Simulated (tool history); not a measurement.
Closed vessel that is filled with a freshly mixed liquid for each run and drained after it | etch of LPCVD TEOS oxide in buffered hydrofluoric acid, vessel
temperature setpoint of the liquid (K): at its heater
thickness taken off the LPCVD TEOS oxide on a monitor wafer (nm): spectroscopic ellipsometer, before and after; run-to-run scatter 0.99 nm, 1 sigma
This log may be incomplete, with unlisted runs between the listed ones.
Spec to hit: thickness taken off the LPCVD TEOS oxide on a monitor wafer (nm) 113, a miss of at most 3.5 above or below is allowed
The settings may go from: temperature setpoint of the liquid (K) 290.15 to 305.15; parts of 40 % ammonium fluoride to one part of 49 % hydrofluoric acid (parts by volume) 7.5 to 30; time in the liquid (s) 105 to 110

run,day,temperature setpoint of the liquid (K),parts of 40 % ammonium fluoride to one part of 49 % hydrofluoric acid (parts by volume),time in the liquid (s),thickness taken off the LPCVD TEOS oxide on a monitor wafer (nm)
1,0,297.15,21,105,133.31
2,0.362,298.65,21,105,145.41
3,0.65,302.15,21,105,173.84
4,0.95,302.15,21,110,180.1
5,1.175,299.65,21,110,159.07
6,1.317,298.15,21,110,148.33
7,1.533,297.15,21,110,140.76
8,1.75,296.15,21,110,132.43
9,1.796,295.65,21,110,127.08
10,2.096,295.15,21,110,127.03
11,2.258,294.65,21,110,120.8
12,2.379,294.15,21,110,119.3

Exercise: of the 4 proposed moves below, exactly one satisfies all targets within the stated allowed misses. Which move is it?
A,2.5,293.65,17.5,105,?
B,2.5,291.15,15,105,?
C,2.5,293.15,18.5,110,?
D,2.5,294.15,20.5,105,?

move,thickness taken off the LPCVD TEOS oxide on a monitor wafer (nm)
A,130.34
B,131.78
C,125.69
D,115.49
A: moves away from the targets compared with the last run
B: moves away from the targets compared with the last run
C: moves away from the targets compared with the last run
D: meets every target
D meets every target.

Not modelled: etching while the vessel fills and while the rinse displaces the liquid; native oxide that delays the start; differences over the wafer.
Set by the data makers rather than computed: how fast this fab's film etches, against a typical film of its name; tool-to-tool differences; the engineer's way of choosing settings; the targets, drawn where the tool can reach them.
